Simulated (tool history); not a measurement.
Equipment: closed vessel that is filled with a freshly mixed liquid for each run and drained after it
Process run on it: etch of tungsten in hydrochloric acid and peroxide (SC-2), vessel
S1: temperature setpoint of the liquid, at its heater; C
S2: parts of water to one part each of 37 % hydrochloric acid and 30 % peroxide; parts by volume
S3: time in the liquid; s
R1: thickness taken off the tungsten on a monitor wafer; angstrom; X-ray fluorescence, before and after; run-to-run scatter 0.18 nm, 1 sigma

run    day    S1    S2  S3      R1
  1  0.000  48.0  11.0  85  228.95
  2  0.117  49.5  11.0  85  252.58
  3  0.358  49.5  12.5  85  226.03
  4  0.521  51.0  12.5  85  249.66
  5  0.829  51.0   9.0  85  329.19
     1.112  -- new drum of peroxide connected
  6  1.112  51.0  12.0  85  268.36

Estimate the outcome of run 7 from the log above:
  7  1.258  52.0  12.0  85   ?

{"run 7": {"R1": 288.84}}
